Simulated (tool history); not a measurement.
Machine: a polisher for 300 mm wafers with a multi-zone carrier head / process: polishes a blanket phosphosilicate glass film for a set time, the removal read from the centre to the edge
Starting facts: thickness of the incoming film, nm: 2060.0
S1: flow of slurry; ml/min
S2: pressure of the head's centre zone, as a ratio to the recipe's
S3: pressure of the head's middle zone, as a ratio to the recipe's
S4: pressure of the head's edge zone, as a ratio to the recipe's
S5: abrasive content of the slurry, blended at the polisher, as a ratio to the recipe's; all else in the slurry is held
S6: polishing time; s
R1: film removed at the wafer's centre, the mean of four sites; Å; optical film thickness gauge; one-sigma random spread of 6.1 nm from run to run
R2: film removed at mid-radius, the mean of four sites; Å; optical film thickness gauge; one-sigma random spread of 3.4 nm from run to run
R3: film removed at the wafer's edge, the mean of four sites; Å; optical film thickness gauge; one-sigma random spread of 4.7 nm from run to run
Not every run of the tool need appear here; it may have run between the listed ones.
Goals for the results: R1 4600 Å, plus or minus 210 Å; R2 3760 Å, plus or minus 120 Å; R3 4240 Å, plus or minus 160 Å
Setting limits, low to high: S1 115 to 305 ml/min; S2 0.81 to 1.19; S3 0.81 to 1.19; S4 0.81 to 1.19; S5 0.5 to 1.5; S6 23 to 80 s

| run | hour | S1 | S2 | S3 | S4 | S5 | S6 | R1 | R2 | R3 |
|---|---|---|---|---|---|---|---|---|---|---|
| 1 | 0 | 195 | 1 | 1 | 1 | 1 | 51 | 4252.8 | 4093 | 4313.2 |
| 2 | 8.3 | 195 | 1 | 1 | 1.03 | 1 | 51 | 4300.5 | 4156.1 | 4298.2 |
| 3 | 16.9 | 190 | 1.02 | 0.98 | 1.02 | 1 | 51 | 4242.3 | 3999.1 | 4399.5 |
| 4 | 23.5 | 190 | 1.02 | 1.05 | 1.02 | 1 | 51 | 4337.4 | 4376.9 | 4345.9 |
| 5 | 31.5 | 190 | 1.02 | 1.05 | 0.95 | 1 | 51 | 4260 | 4295.9 | 4257.7 |
| 6 | 32.2 | 190 | 1.02 | 1.05 | 0.95 | 1 | 41 | 3501.9 | 3428.3 | 3383.2 |
| 7 | 34.7 | 190 | 1.05 | 1.03 | 0.98 | 1.1 | 41 | 3915 | 3622.5 | 3663.3 |
| 8 | 42.1 | 190 | 1.06 | 1.01 | 1.01 | 1.1 | 41 | 3876.2 | 3472.7 | 3603.8 |

Below are 5 possible settings for the next run. Only one of them brings all results inside the allowed miss of their targets. Which is it?
| A | 49.5 | 190 | 1.05 | 0.97 | 1.02 | 1.1 | 37 | ? | ? | ? |
| B | 49.5 | 175 | 1.14 | 0.82 | 0.99 | 1.2 | 47 | ? | ? | ? |
| C | 49.5 | 170 | 1.18 | 1 | 1.16 | 1.35 | 41 | ? | ? | ? |
| D | 49.5 | 190 | 1.1 | 0.89 | 1.06 | 1.1 | 51 | ? | ? | ? |
| E | 49.5 | 215 | 1.06 | 1.04 | 1.03 | 1.1 | 35 | ? | ? | ? |

| move | R1 | R2 | R3 |
|---|---|---|---|
| A | 3420.3 | 3046.3 | 3361.8 |
| B | 4880.8 | 3487.4 | 4380.7 |
| C | 4644.6 | 3774.6 | 4347.5 |
| D | 4937.9 | 3906.7 | 4727.4 |
| E | 3315.1 | 3095.6 | 3222.8 |
A: further off than the last run
B: gets the furthest-off result to its target, but another result is out of tolerance
C: meets every target
D: takes the result that was furthest off past its target
E: further off than the last run
C is the move that brings every result within its allowed miss.
